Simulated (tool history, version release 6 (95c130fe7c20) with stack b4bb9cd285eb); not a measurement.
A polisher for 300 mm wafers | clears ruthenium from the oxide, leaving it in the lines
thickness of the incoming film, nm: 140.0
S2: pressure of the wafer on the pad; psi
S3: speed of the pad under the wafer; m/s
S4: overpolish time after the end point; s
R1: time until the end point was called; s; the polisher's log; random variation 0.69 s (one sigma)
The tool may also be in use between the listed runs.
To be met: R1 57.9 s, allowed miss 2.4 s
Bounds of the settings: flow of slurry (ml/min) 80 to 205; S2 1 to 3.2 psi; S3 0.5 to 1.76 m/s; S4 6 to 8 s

Run 1, hour 0: flow of slurry (ml/min) 135, S2 2.1 psi, S3 1.12 m/s, S4 8 s. Result: R1 93.916 s.
Run 2, hour 4.3: flow of slurry (ml/min) 140, S2 2.4 psi, S3 1.14 m/s, S4 8 s. Result: R1 78.397 s.
Run 3, hour 6.4: flow of slurry (ml/min) 145, S2 2.6 psi, S3 1.14 m/s, S4 8 s. Result: R1 72.737 s.
Run 4, hour 13.2: flow of slurry (ml/min) 145, S2 2.6 psi, S3 1.14 m/s, S4 6 s. Result: R1 74.532 s.
Run 5, hour 17.1: flow of slurry (ml/min) 145, S2 2.8 psi, S3 1.14 m/s, S4 6 s. Result: R1 67.737 s.
Run 6, hour 23.8: flow of slurry (ml/min) 145, S2 2.8 psi, S3 1.14 m/s, S4 6 s. Result: R1 68.657 s.
Run 7, hour 28.9: flow of slurry (ml/min) 150, S2 2.9 psi, S3 1.14 m/s, S4 6 s. Result: R1 65.783 s.
Run 8, hour 30.3: flow of slurry (ml/min) 150, S2 3 psi, S3 1.14 m/s, S4 6 s. Result: R1 63.58 s.
Run 9, hour 34.1: flow of slurry (ml/min) 150, S2 3.1 psi, S3 1.14 m/s, S4 6 s. Result: R1 61.175 s.

Which of these 4 next moves meets every target?
Run A, hour 37.9: flow of slurry (ml/min) 145, S2 3.2 psi, S3 1.18 m/s, S4 6 s. Result: R1 ?.
Run B, hour 37.9: flow of slurry (ml/min) 115, S2 3.2 psi, S3 1.08 m/s, S4 8 s. Result: R1 ?.
Run C, hour 37.9: flow of slurry (ml/min) 165, S2 3 psi, S3 1.08 m/s, S4 8 s. Result: R1 ?.
Run D, hour 37.9: flow of slurry (ml/min) 155, S2 3 psi, S3 1.12 m/s, S4 6 s. Result: R1 ?.

move      R1
   A  58.292
   B  64.441
   C  65.267
   D  64.004
A: meets every target
B: further off than the last run
C: further off than the last run
D: further off than the last run
Move A is the one to make.
